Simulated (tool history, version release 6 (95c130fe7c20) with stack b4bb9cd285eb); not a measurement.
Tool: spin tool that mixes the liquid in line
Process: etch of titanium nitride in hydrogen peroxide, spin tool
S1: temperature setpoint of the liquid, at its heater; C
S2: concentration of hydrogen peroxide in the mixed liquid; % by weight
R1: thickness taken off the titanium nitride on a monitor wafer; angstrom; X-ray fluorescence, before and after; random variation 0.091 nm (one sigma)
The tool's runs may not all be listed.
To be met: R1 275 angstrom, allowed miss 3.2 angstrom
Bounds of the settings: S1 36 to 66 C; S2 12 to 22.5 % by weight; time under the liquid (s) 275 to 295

run 1 hour=0 | S1=52 S2=15.5 time_under_the_liquid_(s)=275 | R1=136.29
run 2 hour=5.9 | S1=45.5 S2=15.5 time_under_the_liquid_(s)=275 | R1=84.566
run 3 hour=9.5 | S1=45.5 S2=18.5 time_under_the_liquid_(s)=275 | R1=88.633
run 4 hour=13.7 | S1=50 S2=18.5 time_under_the_liquid_(s)=275 | R1=123.56
run 5 hour=17.6 | S1=53.5 S2=18.5 time_under_the_liquid_(s)=275 | R1=158.51
run 6 hour=20.7 | S1=50 S2=18.5 time_under_the_liquid_(s)=275 | R1=122.9
run 7 hour=24.8 | S1=53.5 S2=18.5 time_under_the_liquid_(s)=275 | R1=158.47
run 8 hour=25.7 | S1=56 S2=18.5 time_under_the_liquid_(s)=275 | R1=188.49
run 9 hour=30.1 | S1=57.5 S2=18.5 time_under_the_liquid_(s)=275 | R1=208.21
run 10 hour=31.5 | S1=58.5 S2=18.5 time_under_the_liquid_(s)=275 | R1=223.78
run 11 hour=38.1 | S1=59.5 S2=18.5 time_under_the_liquid_(s)=275 | R1=239.21
run 12 hour=44.4 | S1=60 S2=18.5 time_under_the_liquid_(s)=275 | R1=247.48
run 13 hour=51.5 | S1=60.5 S2=18.5 time_under_the_liquid_(s)=275 | R1=255.52

5 next moves are on the table. One of them brings every result within its allowed miss. Which?
run A hour=58.6 | S1=61 S2=22 time_under_the_liquid_(s)=275 | R1=?
run B hour=58.6 | S1=61.5 S2=21 time_under_the_liquid_(s)=275 | R1=?
run C hour=58.6 | S1=60.5 S2=21.5 time_under_the_liquid_(s)=295 | R1=?
run D hour=58.6 | S1=61 S2=18 time_under_the_liquid_(s)=280 | R1=?
run E hour=58.6 | S1=60 S2=18.5 time_under_the_liquid_(s)=295 | R1=?

move=A R1=275.71
move=B R1=282.32
move=C R1=284.51
move=D R1=268.91
move=E R1=266.31
A: meets every target
B: takes the result that was furthest off past its target
C: takes the result that was furthest off past its target
D: nearer than the last run, and not there yet
E: nearer than the last run, and not there yet
Move A is the one to make.

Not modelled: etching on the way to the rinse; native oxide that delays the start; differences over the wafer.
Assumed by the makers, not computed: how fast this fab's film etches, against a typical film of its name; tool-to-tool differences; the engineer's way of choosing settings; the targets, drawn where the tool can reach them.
